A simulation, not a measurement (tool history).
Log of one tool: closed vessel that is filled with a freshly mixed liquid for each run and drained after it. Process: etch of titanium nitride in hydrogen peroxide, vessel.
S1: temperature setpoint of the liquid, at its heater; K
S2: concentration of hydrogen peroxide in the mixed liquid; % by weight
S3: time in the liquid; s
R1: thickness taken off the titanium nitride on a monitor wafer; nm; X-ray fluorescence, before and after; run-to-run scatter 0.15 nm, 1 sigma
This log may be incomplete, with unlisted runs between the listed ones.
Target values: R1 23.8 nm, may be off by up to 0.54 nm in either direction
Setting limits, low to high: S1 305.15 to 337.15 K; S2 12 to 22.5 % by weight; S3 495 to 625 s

| run | hour | S1 | S2 | S3 | R1 |
|---|---|---|---|---|---|
| 1 | 0 | 321.15 | 15.5 | 625 | 13.02 |
| 2 | 1.6 | 314.15 | 15.5 | 625 | 7.7636 |
| 3 | 10.6 | 318.65 | 15.5 | 625 | 10.902 |
| 4 | 14.9 | 321.65 | 15.5 | 625 | 13.596 |
| 5 | 18.9 | 321.65 | 13 | 625 | 13.001 |
| 6 | 21.4 | 326.65 | 13 | 625 | 18.473 |
| 7 | 25.4 | 327.65 | 13 | 625 | 20.077 |
| 8 | 30.9 | 328.15 | 13 | 625 | 20.679 |
| 9 | 33.3 | 328.65 | 13 | 625 | 21.347 |
| 10 | 39.7 | 329.15 | 13 | 625 | 22.353 |
| 11 | 42.3 | 329.65 | 13 | 625 | 23.016 |

Pick the move, out of 4, that brings all results within their allowed miss; only one does.
| A | 44.9 | 328.65 | 14.5 | 610 | ? |
| B | 44.9 | 330.65 | 12.5 | 605 | ? |
| C | 44.9 | 329.65 | 12 | 605 | ? |
| D | 44.9 | 329.15 | 14 | 615 | ? |

| move | R1 |
|---|---|
| A | 21.357 |
| B | 23.592 |
| C | 21.828 |
| D | 22.132 |
A: its largest miss is bigger than the last run's
B: hits every target within its allowed miss
C: its largest miss is bigger than the last run's
D: its largest miss is bigger than the last run's
So the answer is move B, the one that meets all the targets.

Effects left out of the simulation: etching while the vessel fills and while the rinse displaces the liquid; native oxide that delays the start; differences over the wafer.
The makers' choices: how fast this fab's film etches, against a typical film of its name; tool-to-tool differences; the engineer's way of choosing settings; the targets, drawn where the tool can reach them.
